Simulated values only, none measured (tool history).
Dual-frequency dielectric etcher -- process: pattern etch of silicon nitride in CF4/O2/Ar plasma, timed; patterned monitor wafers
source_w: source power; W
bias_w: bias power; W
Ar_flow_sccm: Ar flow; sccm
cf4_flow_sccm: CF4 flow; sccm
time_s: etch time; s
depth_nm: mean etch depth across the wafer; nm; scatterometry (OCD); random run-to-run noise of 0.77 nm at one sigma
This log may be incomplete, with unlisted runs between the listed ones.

Run 1, day 0: source_w 740 W, bias_w 63 W, Ar_flow_sccm 136 sccm, cf4_flow_sccm 77 sccm, time_s 60 s. Result: depth_nm 158.13 nm.
Run 2, day 0.367: source_w 740 W, bias_w 63 W, Ar_flow_sccm 136 sccm, cf4_flow_sccm 77 sccm, time_s 55 s. Result: depth_nm 145.12 nm.
Run 3, day 0.408: source_w 740 W, bias_w 63 W, Ar_flow_sccm 136 sccm, cf4_flow_sccm 90 sccm, time_s 55 s. Result: depth_nm 148.08 nm.
Run 4, day 0.517: source_w 810 W, bias_w 64 W, Ar_flow_sccm 136 sccm, cf4_flow_sccm 90 sccm, time_s 55 s. Result: depth_nm 163.43 nm.
Run 5, day 0.558: source_w 810 W, bias_w 64 W, Ar_flow_sccm 136 sccm, cf4_flow_sccm 90 sccm, time_s 60 s. Result: depth_nm 176.33 nm.
Run 6, day 0.629: source_w 830 W, bias_w 64 W, Ar_flow_sccm 136 sccm, cf4_flow_sccm 90 sccm, time_s 60 s. Result: depth_nm 180.54 nm.
Run 7, day 0.658: source_w 840 W, bias_w 64 W, Ar_flow_sccm 136 sccm, cf4_flow_sccm 90 sccm, time_s 60 s. Result: depth_nm 183.51 nm.

Run 8 is up next; what results do you expect?
Run 8, day 0.85: source_w 850 W, bias_w 64 W, Ar_flow_sccm 136 sccm, cf4_flow_sccm 90 sccm, time_s 60 s. Result: depth_nm ?.

depth_nm: 185.63 nm
